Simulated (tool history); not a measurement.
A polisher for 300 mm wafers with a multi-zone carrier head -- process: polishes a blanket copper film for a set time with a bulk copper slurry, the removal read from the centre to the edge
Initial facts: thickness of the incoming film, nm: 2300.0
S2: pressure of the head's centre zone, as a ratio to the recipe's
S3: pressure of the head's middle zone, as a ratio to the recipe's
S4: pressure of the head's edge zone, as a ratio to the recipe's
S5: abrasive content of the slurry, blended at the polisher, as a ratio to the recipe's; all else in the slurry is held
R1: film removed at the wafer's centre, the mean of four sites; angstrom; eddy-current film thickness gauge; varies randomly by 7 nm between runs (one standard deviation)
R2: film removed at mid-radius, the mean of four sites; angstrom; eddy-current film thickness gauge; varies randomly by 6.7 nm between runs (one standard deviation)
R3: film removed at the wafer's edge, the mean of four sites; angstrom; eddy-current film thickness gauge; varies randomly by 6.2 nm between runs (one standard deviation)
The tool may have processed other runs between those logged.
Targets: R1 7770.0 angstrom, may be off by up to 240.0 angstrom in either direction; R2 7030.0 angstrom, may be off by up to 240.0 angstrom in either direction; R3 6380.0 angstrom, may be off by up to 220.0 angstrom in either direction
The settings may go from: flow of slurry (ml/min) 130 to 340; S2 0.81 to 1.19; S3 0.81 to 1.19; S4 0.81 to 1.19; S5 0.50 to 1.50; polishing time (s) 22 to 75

{"run": 1, "hour": 0.0, "flow of slurry (ml/min)": 220, "S2": 1.0, "S3": 1.0, "S4": 1.0, "S5": 1.0, "polishing time (s)": 48, "R1": 4627.6, "R2": 4518.9, "R3": 4567.7}
{"run": 2, "hour": 8.4, "flow of slurry (ml/min)": 240, "S2": 1.06, "S3": 1.05, "S4": 1.02, "S5": 1.15, "polishing time (s)": 51, "R1": 5441.1, "R2": 5211.8, "R3": 5139.9}
{"run": 3, "hour": 14.4, "flow of slurry (ml/min)": 255, "S2": 1.1, "S3": 1.08, "S4": 1.01, "S5": 1.25, "polishing time (s)": 53, "R1": 6027.5, "R2": 5663.7, "R3": 5399.5}
{"run": 4, "hour": 22.0, "flow of slurry (ml/min)": 265, "S2": 1.13, "S3": 1.1, "S4": 1.02, "S5": 1.35, "polishing time (s)": 55, "R1": 6502.6, "R2": 6000.9, "R3": 5647.8}
{"run": 5, "hour": 26.9, "flow of slurry (ml/min)": 270, "S2": 1.15, "S3": 1.12, "S4": 1.03, "S5": 1.4, "polishing time (s)": 57, "R1": 6912.1, "R2": 6439.7, "R3": 6030.8}
{"run": 6, "hour": 34.7, "flow of slurry (ml/min)": 280, "S2": 1.16, "S3": 1.13, "S4": 1.02, "S5": 1.45, "polishing time (s)": 58, "R1": 7104.4, "R2": 6731.8, "R3": 6061.6}
{"run": 7, "hour": 41.9, "flow of slurry (ml/min)": 285, "S2": 1.17, "S3": 1.12, "S4": 1.02, "S5": 1.45, "polishing time (s)": 59, "R1": 7260.5, "R2": 6809.8, "R3": 6045.2}
{"run": 8, "hour": 48.0, "flow of slurry (ml/min)": 280, "S2": 1.18, "S3": 1.11, "S4": 1.03, "S5": 1.45, "polishing time (s)": 60, "R1": 7439.0, "R2": 6680.8, "R3": 6311.0}

Of the 4 settings listed for the next run, only one would bring every result within its allowed miss of target. Which one?
{"run": "A", "hour": 54.1, "flow of slurry (ml/min)": 300, "S2": 1.09, "S3": 1.03, "S4": 1.19, "S5": 1.4, "polishing time (s)": 59, "R1": "?", "R2": "?", "R3": "?"}
{"run": "B", "hour": 54.1, "flow of slurry (ml/min)": 330, "S2": 1.15, "S3": 1.01, "S4": 1.01, "S5": 1.5, "polishing time (s)": 58, "R1": "?", "R2": "?", "R3": "?"}
{"run": "C", "hour": 54.1, "flow of slurry (ml/min)": 295, "S2": 1.1, "S3": 1.16, "S4": 1.08, "S5": 1.5, "polishing time (s)": 59, "R1": "?", "R2": "?", "R3": "?"}
{"run": "D", "hour": 54.1, "flow of slurry (ml/min)": 285, "S2": 1.19, "S3": 1.15, "S4": 1.03, "S5": 1.2, "polishing time (s)": 63, "R1": "?", "R2": "?", "R3": "?"}

move=A R1=6831.3 R2=6243.0 R3=6542.8
move=B R1=7236.2 R2=6157.7 R3=6050.7
move=C R1=6968.8 R2=6981.3 R3=6291.7
move=D R1=7738.2 R2=7108.8 R3=6319.3
A: its largest miss is bigger than the last run's
B: its largest miss is bigger than the last run's
C: corrects the largest miss of the last run, while another result sits out of spec
D: all results in spec
Move D is the one to make.
